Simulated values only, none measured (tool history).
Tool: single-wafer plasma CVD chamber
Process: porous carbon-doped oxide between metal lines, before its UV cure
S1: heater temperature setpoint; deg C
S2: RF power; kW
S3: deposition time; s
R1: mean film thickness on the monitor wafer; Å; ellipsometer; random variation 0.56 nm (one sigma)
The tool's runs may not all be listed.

run,hour,S1,S2,S3,R1
1,0,305,0.66,38.4,2244.1
2,2.9,308,0.645,38.4,2170.3
3,5.8,311,0.63,38.4,2102.4
4,12.5,311,0.695,38.4,2246.7
5,17.2,313,0.675,38.4,2164.9
6,21.5,313,0.675,38.4,2163.4
7,23.5,315,0.66,38.4,2117.1
8,30.4,317,0.645,38.4,2053.4
9,33.9,319,0.635,38.4,2005.1
10,35.2,320,0.625,38.4,1971.7
11,40.7,321,0.615,38.4,1946.2
12,44.6,322,0.605,38.4,1899.2

The next listed run, before its measurement:
13,51.9,323,0.6,38.4,?

Run 13 gave R1 1884.4 Å.
